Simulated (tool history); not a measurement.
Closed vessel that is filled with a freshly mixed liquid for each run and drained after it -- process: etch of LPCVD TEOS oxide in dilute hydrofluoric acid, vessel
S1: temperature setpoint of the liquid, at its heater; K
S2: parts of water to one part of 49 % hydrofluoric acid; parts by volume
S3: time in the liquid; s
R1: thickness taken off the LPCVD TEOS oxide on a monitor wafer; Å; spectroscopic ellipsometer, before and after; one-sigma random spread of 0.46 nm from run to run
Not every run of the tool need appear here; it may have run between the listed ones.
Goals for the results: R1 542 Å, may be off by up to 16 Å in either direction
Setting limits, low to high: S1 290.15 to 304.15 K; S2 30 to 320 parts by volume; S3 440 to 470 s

run  hour      S1   S2   S3      R1
  1     0  296.15  175  440  364.99
  2   2.7  298.65  175  440  400.62
  3   7.5  300.15  170  440  439.98
  4  15.8  300.15  170  470  467.62
  5  22.8  301.15  170  470  490.12
  6  26.9  301.15  170  470  492.82
  7  34.1  302.15  170  470  502.57
  8  42.5  302.65  170  470  508.85
  9  44.9  302.65  170  470  506.25
 10  47.3  303.15  170  470  513.58

Exercise: of the 5 proposed moves below, exactly one satisfies all targets within the stated allowed misses. Which move is it?
  A  49.7  300.65  175  470   ?
  B  49.7  304.15  160  440   ?
  C  49.7  304.15  180  470   ?
  D  49.7  302.15  170  450   ?
  E  49.7  303.65  170  440   ?

move      R1
   A  459.27
   B  543.08
   C  502.38
   D  480.69
   E   495.7
A: the biggest miss grows against the last run
B: all results land within tolerance of their targets
C: the biggest miss grows against the last run
D: the biggest miss grows against the last run
E: the biggest miss grows against the last run
Move B is the one to make.
